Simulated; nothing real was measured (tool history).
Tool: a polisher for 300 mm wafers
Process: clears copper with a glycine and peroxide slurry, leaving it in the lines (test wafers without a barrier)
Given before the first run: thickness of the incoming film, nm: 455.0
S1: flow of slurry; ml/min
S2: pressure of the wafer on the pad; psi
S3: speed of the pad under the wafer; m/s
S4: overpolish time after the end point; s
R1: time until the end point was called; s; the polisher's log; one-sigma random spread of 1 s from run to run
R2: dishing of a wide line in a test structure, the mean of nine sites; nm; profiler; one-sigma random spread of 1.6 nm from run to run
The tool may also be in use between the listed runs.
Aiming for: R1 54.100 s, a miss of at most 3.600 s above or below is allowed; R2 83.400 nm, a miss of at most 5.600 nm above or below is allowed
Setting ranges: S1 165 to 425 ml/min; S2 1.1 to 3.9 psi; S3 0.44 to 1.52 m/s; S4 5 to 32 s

run,hour,S1,S2,S3,S4,R1,R2
1,0.0,275,2.5,0.98,16,85.266,53.883
2,6.9,275,2.7,1.00,16,81.590,57.519
3,7.6,275,2.7,0.90,16,87.932,52.600
4,12.3,275,2.9,0.94,16,79.976,58.464
5,12.9,275,3.3,0.94,16,74.317,62.870
6,18.9,275,3.4,0.98,16,66.036,66.402
7,22.5,275,3.9,1.00,18,58.194,80.030
8,29.5,275,3.9,1.02,18,59.157,79.257

Below are 4 possible settings for the next run. Only one of them brings all results inside the allowed miss of their targets. Which is it?
A,36.5,260,3.4,0.90,26,?,?
B,36.5,175,3.9,1.16,14,?,?
C,36.5,240,3.9,1.10,15,?,?
D,36.5,260,3.9,1.08,18,?,?

move,R1,R2
A,73.715,88.107
B,55.747,69.069
C,55.675,72.892
D,56.040,82.752
A: further off than the last run
B: the furthest-off result lands on target, but another misses its tolerance
C: the furthest-off result lands on target, but another misses its tolerance
D: every result within its allowed miss
D is the move that brings every result within its allowed miss.
